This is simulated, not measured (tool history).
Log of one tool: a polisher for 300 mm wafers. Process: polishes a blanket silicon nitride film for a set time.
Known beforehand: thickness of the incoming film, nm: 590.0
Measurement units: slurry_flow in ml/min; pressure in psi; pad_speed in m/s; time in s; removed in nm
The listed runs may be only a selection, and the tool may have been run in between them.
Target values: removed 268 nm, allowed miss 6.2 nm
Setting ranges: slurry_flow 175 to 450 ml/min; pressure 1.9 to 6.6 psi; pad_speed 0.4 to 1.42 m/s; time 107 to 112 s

run	hour	slurry_flow	pressure	pad_speed	time	removed
1	0	290	4.2	0.9	107	226.54
2	7.3	290	3.4	0.9	107	187.31
3	10.8	295	3.8	0.9	107	206.92
4	17.5	295	4.4	0.9	107	235.83
5	22.8	265	4.4	0.9	107	234.58
6	23.3	265	4.4	0.82	107	219.48
7	28.9	265	4.6	0.82	107	230.32
8	37.2	265	4.8	0.82	107	240.01

Below are 5 possible settings for the next run. Only one of them brings all results inside the allowed miss of their targets. Which is it?
A	45.5	315	4.3	0.76	107	?
B	45.5	320	4.3	0.66	107	?
C	45.5	240	4.6	1	112	?
D	45.5	265	5.7	0.78	110	?
E	45.5	280	5.2	0.68	110	?

move	removed
A	216.06
B	201.85
C	270.47
D	288.18
E	248.28
A: further off than the last run
B: further off than the last run
C: in spec on every target
D: carries the result that was furthest off beyond its target, to the other side
E: nearer the targets than the last run, but a result is still out of spec
Correct choice: C, which meets every target

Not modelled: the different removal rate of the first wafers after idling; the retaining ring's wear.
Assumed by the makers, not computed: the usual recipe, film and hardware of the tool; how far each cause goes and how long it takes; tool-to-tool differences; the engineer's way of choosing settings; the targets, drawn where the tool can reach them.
